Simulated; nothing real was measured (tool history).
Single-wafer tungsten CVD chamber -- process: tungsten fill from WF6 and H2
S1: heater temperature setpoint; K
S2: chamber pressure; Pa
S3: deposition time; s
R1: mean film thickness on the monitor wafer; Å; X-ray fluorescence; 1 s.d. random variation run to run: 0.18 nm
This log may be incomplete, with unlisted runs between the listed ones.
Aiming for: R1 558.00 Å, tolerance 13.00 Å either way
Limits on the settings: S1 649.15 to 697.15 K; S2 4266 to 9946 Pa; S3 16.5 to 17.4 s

run 1 hour=0.0 | S1=673.15 S2=7106 S3=17.4 | R1=621.16
run 2 hour=5.0 | S1=673.15 S2=7106 S3=17.4 | R1=617.57
run 3 hour=6.4 | S1=679.15 S2=7106 S3=17.4 | R1=699.15
run 4 hour=14.1 | S1=679.15 S2=8213 S3=17.4 | R1=744.00
run 5 hour=16.9 | S1=679.15 S2=8213 S3=16.5 | R1=703.80
run 6 hour=18.3 | S1=677.15 S2=8186 S3=16.5 | R1=679.85
run 7 hour=26.0 | S1=675.15 S2=8173 S3=16.5 | R1=648.79
run 8 hour=33.2 | S1=674.15 S2=8159 S3=16.5 | R1=632.64
run 9 hour=38.4 | S1=674.15 S2=8159 S3=16.5 | R1=637.77
run 10 hour=41.8 | S1=673.15 S2=8146 S3=16.5 | R1=621.30
run 11 hour=42.9 | S1=666.15 S2=8093 S3=16.5 | R1=531.99

Exercise: of the 5 proposed moves below, exactly one satisfies all targets within the stated allowed misses. Which move is it?
run A hour=44.0 | S1=673.15 S2=7453 S3=16.5 | R1=?
run B hour=44.0 | S1=670.15 S2=8519 S3=16.5 | R1=?
run C hour=44.0 | S1=669.15 S2=7599 S3=17.3 | R1=?
run D hour=44.0 | S1=666.15 S2=8173 S3=17.0 | R1=?
run E hour=44.0 | S1=670.15 S2=7959 S3=16.7 | R1=?

move=A R1=595.28
move=B R1=591.55
move=C R1=578.16
move=D R1=549.49
move=E R1=581.54
A: the result that was furthest off in the last run now lies on the other side of its target
B: the result that was furthest off in the last run now lies on the other side of its target
C: the result that was furthest off in the last run now lies on the other side of its target
D: hits every target within its allowed miss
E: the result that was furthest off in the last run now lies on the other side of its target
The right move is D.

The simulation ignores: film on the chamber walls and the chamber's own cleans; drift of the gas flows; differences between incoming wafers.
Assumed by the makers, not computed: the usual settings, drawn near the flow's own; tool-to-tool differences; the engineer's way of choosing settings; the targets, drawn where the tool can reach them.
